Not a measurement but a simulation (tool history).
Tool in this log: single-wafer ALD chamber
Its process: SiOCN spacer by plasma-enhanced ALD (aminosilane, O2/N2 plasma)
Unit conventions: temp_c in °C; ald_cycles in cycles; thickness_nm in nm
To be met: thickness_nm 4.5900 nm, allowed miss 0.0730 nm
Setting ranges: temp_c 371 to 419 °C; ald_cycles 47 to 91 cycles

run  hour  temp_c  ald_cycles  thickness_nm
  1   0.0     395          69        4.0240
  2   7.1     395          60        3.4878
  3   9.1     389          60        3.4647
  4  11.7     389          56        3.2399
  5  19.1     395          56        3.2560
  6  25.1     395          47        2.7301
  7  31.0     394          58        3.3685
  8  34.5     394          63        3.6581
  9  36.9     394          67        3.8846
 10  40.4     394          70        4.0651
 11  44.6     394          70        4.0952
 12  51.9     394          72        4.1779
 13  54.6     394          74        4.3030
 14  56.4     394          75        4.3708
 15  62.0     394          76        4.4009
 16  70.3     394          77        4.4710

5 candidate next runs follow, results not yet known. Just one meets every target within its allowed miss. Identify it.
  A  78.6     388          74             ?
  B  78.6     396          75             ?
  C  78.6     399          76             ?
  D  78.6     387          76             ?
  E  78.6     389          79             ?

move  thickness_nm
   A        4.2932
   B        4.3512
   C        4.4092
   D        4.4092
   E        4.5833
A: lands further from the targets than the last run did
B: lands further from the targets than the last run did
C: lands further from the targets than the last run did
D: lands further from the targets than the last run did
E: hits every target within its allowed miss
E meets every target.
